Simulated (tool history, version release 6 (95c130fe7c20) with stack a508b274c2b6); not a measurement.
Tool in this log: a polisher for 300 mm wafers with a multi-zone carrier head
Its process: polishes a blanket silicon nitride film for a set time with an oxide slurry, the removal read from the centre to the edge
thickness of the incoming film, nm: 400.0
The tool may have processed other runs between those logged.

| run | hour | flow of slurry (ml/min) | pressure of the head's centre zone | pressure of the head's middle zone | pressure of the head's edge zone | abrasive content of the slurry | polishing time (s) | film removed at the wafer's centre (angstrom) | film removed at mid-radius (angstrom) | film removed at the wafer's edge (angstrom) |
|---|---|---|---|---|---|---|---|---|---|---|
| 1 | 0.0 | 190 | 1.00 | 1.00 | 1.00 | 1.00 | 69 | 351.17 | 333.75 | 351.49 |
| 2 | 8.7 | 205 | 1.06 | 0.98 | 1.03 | 1.05 | 69 | 382.14 | 337.03 | 351.03 |
| 3 | 15.4 | 205 | 1.09 | 0.98 | 1.03 | 1.05 | 69 | 401.19 | 345.81 | 373.99 |
| 4 | 17.5 | 205 | 1.09 | 0.91 | 1.03 | 1.05 | 69 | 394.78 | 330.04 | 356.34 |
| 5 | 23.1 | 205 | 1.09 | 0.91 | 0.96 | 1.05 | 69 | 402.43 | 322.04 | 354.20 |
| 6 | 27.9 | 205 | 1.04 | 0.91 | 0.96 | 1.05 | 69 | 373.55 | 321.38 | 349.75 |
| 7 | 32.5 | 190 | 1.08 | 0.89 | 0.97 | 1.15 | 70 | 412.77 | 333.81 | 370.73 |

Run 8 is up next; what results do you expect?
| 8 | 40.4 | 185 | 1.11 | 0.88 | 0.98 | 1.20 | 70 | ? | ? | ? |

{"run 8": {"film removed at the wafer's centre (angstrom)": 441.52, "film removed at mid-radius (angstrom)": 333.66, "film removed at the wafer's edge (angstrom)": 379.78}}
